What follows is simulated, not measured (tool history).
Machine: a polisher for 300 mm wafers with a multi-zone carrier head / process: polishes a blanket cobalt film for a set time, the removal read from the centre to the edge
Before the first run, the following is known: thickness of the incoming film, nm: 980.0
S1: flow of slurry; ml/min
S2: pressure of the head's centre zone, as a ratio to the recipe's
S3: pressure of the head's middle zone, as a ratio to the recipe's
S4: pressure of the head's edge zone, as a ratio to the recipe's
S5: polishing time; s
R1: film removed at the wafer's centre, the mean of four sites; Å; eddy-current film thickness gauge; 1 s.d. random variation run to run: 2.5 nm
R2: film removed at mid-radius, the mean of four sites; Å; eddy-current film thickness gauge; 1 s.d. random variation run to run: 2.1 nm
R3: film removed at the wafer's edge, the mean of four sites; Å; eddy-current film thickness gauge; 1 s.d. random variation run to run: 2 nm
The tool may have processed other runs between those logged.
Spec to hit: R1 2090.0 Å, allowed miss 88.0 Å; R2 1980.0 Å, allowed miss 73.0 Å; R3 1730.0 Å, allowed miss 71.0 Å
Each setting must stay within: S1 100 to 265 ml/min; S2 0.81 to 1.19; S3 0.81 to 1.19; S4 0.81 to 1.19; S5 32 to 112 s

run	hour	S1	S2	S3	S4	S5	R1	R2	R3
1	0.0	170	1.00	1.00	1.00	72	2423.4	2441.0	2470.7
2	0.7	155	1.00	1.00	1.00	72	2372.4	2335.5	2463.1
3	2.6	155	1.00	1.00	1.07	72	2342.2	2402.1	2509.4
4	7.7	155	1.00	0.93	1.07	72	2357.7	2215.3	2577.8
5	13.0	160	1.03	0.97	1.02	66	2284.9	2130.3	2291.9
6	19.5	160	1.07	0.97	1.02	66	2326.7	2120.2	2263.0
7	21.3	160	1.09	1.00	0.99	63	2277.8	2120.8	2161.7
8	27.7	160	1.11	1.02	0.95	60	2181.3	2012.2	2003.7
9	32.2	160	1.13	1.04	0.92	59	2189.7	2024.1	1963.3
10	35.0	160	1.14	1.06	0.89	58	2187.1	2051.9	1875.1
11	43.7	155	1.14	1.06	0.87	58	2133.6	1992.1	1844.2
12	46.9	155	1.15	1.07	0.85	58	2229.0	2050.3	1844.2

Pick the move, out of 5, that brings all results within their allowed miss; only one does.
A	50.1	140	1.15	1.10	0.81	57	?	?	?
B	50.1	145	1.17	1.02	0.82	63	?	?	?
C	50.1	155	1.08	1.11	1.07	57	?	?	?
D	50.1	140	1.16	1.05	0.85	55	?	?	?
E	50.1	150	1.16	1.03	0.88	60	?	?	?

move	R1	R2	R3
A	2087.6	1961.0	1731.6
B	2374.5	2053.3	1939.9
C	2025.9	2034.2	2011.4
D	2031.3	1818.4	1707.9
E	2267.0	1990.8	1919.2
A: all results in spec
B: its largest miss is bigger than the last run's
C: its largest miss is bigger than the last run's
D: meets the target for the result that was furthest off, but another lies outside its allowed miss
E: its largest miss is bigger than the last run's
A is the move that brings every result within its allowed miss.
